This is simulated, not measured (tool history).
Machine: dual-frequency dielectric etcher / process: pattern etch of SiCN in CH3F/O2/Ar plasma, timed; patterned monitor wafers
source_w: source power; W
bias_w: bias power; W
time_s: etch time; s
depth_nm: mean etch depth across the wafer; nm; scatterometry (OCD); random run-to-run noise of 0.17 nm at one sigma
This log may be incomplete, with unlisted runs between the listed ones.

run  hour  source_w  bias_w  time_s  depth_nm
  1   0.0       480      71   152.0    57.560
  2   0.9       430      71   152.0    55.818
  3   3.6       500      71   152.0    58.313
  4   7.8       500      71   158.5    60.686
  5  14.3       470      69   158.5    59.133
  6  16.5       470      69   152.0    56.607

Estimate the outcome of run 7 from the log above:
  7  19.9       450      68   152.0         ?

depth_nm: 55.679 nm
